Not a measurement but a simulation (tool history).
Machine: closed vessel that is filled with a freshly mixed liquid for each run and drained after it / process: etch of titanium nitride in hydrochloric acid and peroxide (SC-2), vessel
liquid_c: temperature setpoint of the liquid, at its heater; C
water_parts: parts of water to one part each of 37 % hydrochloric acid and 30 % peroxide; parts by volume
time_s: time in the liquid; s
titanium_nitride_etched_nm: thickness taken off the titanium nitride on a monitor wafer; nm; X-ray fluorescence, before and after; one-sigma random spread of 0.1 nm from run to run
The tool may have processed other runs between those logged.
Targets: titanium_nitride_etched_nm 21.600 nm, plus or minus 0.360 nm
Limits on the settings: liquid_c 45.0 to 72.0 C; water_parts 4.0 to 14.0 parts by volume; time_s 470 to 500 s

run  hour  liquid_c  water_parts  time_s  titanium_nitride_etched_nm
  1   0.0      61.0          7.5     470                      32.104
  2   4.2      61.0          7.5     500                      34.223
  3   5.2      61.0          5.0     500                      46.507
  4   8.9      59.5          5.0     500                      42.768
  5  16.0      58.5          5.0     500                      40.143
  6  16.5      58.5          7.0     500                      31.162
  7  20.4      58.0          7.0     500                      30.325
  8  26.1      57.5          7.0     500                      29.200
  9  31.8      57.0          7.0     500                      28.403
 10  38.7      56.5          7.0     500                      27.369
 11  46.0      56.0          7.0     500                      26.447
 12  53.7      52.0          7.0     500                      20.288
 13  56.0      52.5          7.0     500                      21.032

Exactly one of the 4 candidate moves below puts every result within its allowed miss. Which one?
  A  58.3      49.0          5.0     500                           ?
  B  58.3      54.0          8.0     500                           ?
  C  58.3      54.5          8.5     500                           ?
  D  58.3      56.0          9.0     475                           ?

move  titanium_nitride_etched_nm
   A                      21.432
   B                      20.874
   C                      20.537
   D                      20.517
A: hits every target within its allowed miss
B: moves away from the targets compared with the last run
C: moves away from the targets compared with the last run
D: moves away from the targets compared with the last run
The right move is A.
